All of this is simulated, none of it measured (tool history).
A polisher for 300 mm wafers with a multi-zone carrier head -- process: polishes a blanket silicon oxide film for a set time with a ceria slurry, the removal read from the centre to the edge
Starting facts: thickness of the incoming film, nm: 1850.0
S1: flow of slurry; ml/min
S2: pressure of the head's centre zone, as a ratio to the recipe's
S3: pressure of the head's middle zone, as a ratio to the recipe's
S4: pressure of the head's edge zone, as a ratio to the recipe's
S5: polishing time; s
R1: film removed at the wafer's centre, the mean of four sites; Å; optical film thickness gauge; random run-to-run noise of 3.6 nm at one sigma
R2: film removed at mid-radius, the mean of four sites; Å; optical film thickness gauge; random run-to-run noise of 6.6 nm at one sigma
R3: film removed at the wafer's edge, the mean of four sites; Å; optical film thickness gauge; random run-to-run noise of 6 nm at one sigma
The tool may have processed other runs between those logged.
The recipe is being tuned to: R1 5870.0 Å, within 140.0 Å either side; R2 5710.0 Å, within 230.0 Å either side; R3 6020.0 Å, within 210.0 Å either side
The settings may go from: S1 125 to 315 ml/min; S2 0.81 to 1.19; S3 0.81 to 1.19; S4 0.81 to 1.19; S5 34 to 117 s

| run | hour | S1 | S2 | S3 | S4 | S5 | R1 | R2 | R3 |
|---|---|---|---|---|---|---|---|---|---|
| 1 | 0.0 | 205 | 1.00 | 1.00 | 1.00 | 75 | 4154.8 | 4267.9 | 4236.6 |
| 2 | 7.5 | 205 | 1.00 | 1.00 | 0.97 | 75 | 4208.6 | 4304.4 | 4239.6 |
| 3 | 8.5 | 205 | 1.08 | 1.00 | 0.97 | 75 | 4430.6 | 4369.7 | 4206.3 |
| 4 | 15.7 | 210 | 1.08 | 1.00 | 0.99 | 78 | 4603.3 | 4484.3 | 4456.3 |
| 5 | 21.2 | 210 | 1.08 | 1.00 | 0.92 | 78 | 4618.6 | 4515.9 | 4262.7 |
| 6 | 24.9 | 185 | 1.08 | 1.00 | 0.92 | 78 | 4513.8 | 4452.5 | 4174.9 |
|  | 26.1 | slurry nozzle cleaned |
| 7 | 26.1 | 195 | 1.09 | 1.01 | 0.95 | 80 | 4897.4 | 4773.0 | 4517.1 |
| 8 | 33.3 | 200 | 1.09 | 1.02 | 0.98 | 81 | 5011.4 | 4865.2 | 4721.8 |
| 9 | 39.2 | 205 | 1.09 | 1.03 | 1.01 | 81 | 4962.0 | 4916.9 | 4836.4 |
| 10 | 40.4 | 210 | 1.10 | 1.04 | 1.03 | 81 | 5073.7 | 4855.6 | 4839.2 |

Pick the move, out of 5, that brings all results within their allowed miss; only one does.
| A | 41.6 | 270 | 1.15 | 1.02 | 1.10 | 93 | ? | ? | ? |
| B | 41.6 | 185 | 1.10 | 1.02 | 1.16 | 96 | ? | ? | ? |
| C | 41.6 | 210 | 1.09 | 1.04 | 1.05 | 87 | ? | ? | ? |
| D | 41.6 | 200 | 1.10 | 1.19 | 0.88 | 97 | ? | ? | ? |
| E | 41.6 | 180 | 0.88 | 1.19 | 0.86 | 82 | ? | ? | ? |

| move | R1 | R2 | R3 |
|---|---|---|---|
| A | 6166.0 | 5779.8 | 5790.2 |
| B | 5886.5 | 5704.3 | 5939.8 |
| C | 5404.9 | 5316.1 | 5180.1 |
| D | 6022.6 | 6381.5 | 5280.5 |
| E | 4388.4 | 5322.2 | 4371.7 |
A: takes the biggest miss from the last run beyond its target
B: hits every target within its allowed miss
C: moves toward the targets from the last run without getting all of them in spec
D: takes the biggest miss from the last run beyond its target
E: its largest miss is bigger than the last run's
B is the move that brings every result within its allowed miss.
